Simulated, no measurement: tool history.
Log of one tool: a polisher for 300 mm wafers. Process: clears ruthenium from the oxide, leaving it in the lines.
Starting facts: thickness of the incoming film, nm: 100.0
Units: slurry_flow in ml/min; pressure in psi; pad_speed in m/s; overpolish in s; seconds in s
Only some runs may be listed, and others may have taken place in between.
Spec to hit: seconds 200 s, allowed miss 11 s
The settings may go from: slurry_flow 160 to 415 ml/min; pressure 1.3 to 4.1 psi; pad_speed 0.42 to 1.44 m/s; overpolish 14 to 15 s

| run | day | slurry_flow | pressure | pad_speed | overpolish | seconds |
|---|---|---|---|---|---|---|
| 1 | 0 | 265 | 2.7 | 0.92 | 14 | 81.563 |
| 2 | 0.1 | 220 | 2.7 | 0.92 | 14 | 82.152 |
| 3 | 0.308 | 220 | 2.5 | 0.86 | 14 | 97.691 |
| 4 | 0.65 | 220 | 2.8 | 0.86 | 14 | 87.95 |
| 5 | 1 | 285 | 2.8 | 0.86 | 14 | 82.93 |
| 6 | 1.183 | 235 | 2.8 | 0.86 | 14 | 87.508 |
| 7 | 1.517 | 235 | 2.8 | 0.86 | 14 | 84.099 |
| 8 | 1.725 | 225 | 2.1 | 0.6 | 14 | 161.2 |
| 9 | 1.983 | 225 | 2 | 0.6 | 14 | 164.64 |
| 10 | 2.058 | 225 | 1.9 | 0.6 | 14 | 175.23 |

Consider the 4 candidate settings below. Which is the only one whose results all fall within their allowed miss of target?
| A | 2.133 | 235 | 2 | 0.56 | 14 | ? |
| B | 2.133 | 200 | 1.5 | 0.66 | 14 | ? |
| C | 2.133 | 240 | 1.7 | 0.66 | 15 | ? |
| D | 2.133 | 265 | 2.5 | 0.54 | 14 | ? |

| move | seconds |
|---|---|
| A | 177 |
| B | 203.08 |
| C | 176.9 |
| D | 145.98 |
A: nearer the targets than the last run, but a result is still out of spec
B: all results land within tolerance of their targets
C: nearer the targets than the last run, but a result is still out of spec
D: its largest miss is bigger than the last run's
So the answer is move B, the one that meets all the targets.

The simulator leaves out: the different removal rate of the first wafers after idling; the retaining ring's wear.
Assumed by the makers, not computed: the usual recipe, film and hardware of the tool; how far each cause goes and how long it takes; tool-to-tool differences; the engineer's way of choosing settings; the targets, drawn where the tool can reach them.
